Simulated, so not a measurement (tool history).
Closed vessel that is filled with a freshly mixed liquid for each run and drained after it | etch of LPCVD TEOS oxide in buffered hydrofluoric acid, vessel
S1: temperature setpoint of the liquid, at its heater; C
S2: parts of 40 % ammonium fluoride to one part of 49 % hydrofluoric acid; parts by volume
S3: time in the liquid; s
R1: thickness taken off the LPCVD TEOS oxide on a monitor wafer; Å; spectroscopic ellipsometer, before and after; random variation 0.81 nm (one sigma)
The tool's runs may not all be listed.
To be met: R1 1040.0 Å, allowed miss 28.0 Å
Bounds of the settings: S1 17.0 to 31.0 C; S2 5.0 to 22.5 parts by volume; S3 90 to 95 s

run 1 hour=0.0 | S1=23.0 S2=13.5 S3=90 | R1=1152.1
run 2 hour=8.4 | S1=22.5 S2=13.5 S3=90 | R1=1161.4
run 3 hour=17.3 | S1=22.5 S2=13.5 S3=90 | R1=1141.8
run 4 hour=21.0 | S1=24.5 S2=13.5 S3=90 | R1=1262.0
run 5 hour=28.9 | S1=24.0 S2=13.5 S3=90 | R1=1258.6
run 6 hour=31.1 | S1=24.0 S2=13.5 S3=95 | R1=1319.6
run 7 hour=34.3 | S1=23.5 S2=13.5 S3=95 | R1=1265.5
run 8 hour=37.3 | S1=23.0 S2=13.5 S3=95 | R1=1229.8

4 next moves are on the table. One of them brings every result within its allowed miss. Which?
run A hour=40.3 | S1=22.0 S2=12.5 S3=90 | R1=?
run B hour=40.3 | S1=24.5 S2=12.5 S3=90 | R1=?
run C hour=40.3 | S1=23.5 S2=11.5 S3=90 | R1=?
run D hour=40.3 | S1=20.5 S2=14.0 S3=95 | R1=?

move=A R1=1204.9
move=B R1=1382.0
move=C R1=1419.7
move=D R1=1047.1
A: nearer than the last run, and not there yet
B: further off than the last run
C: further off than the last run
D: meets every target
Answer: D
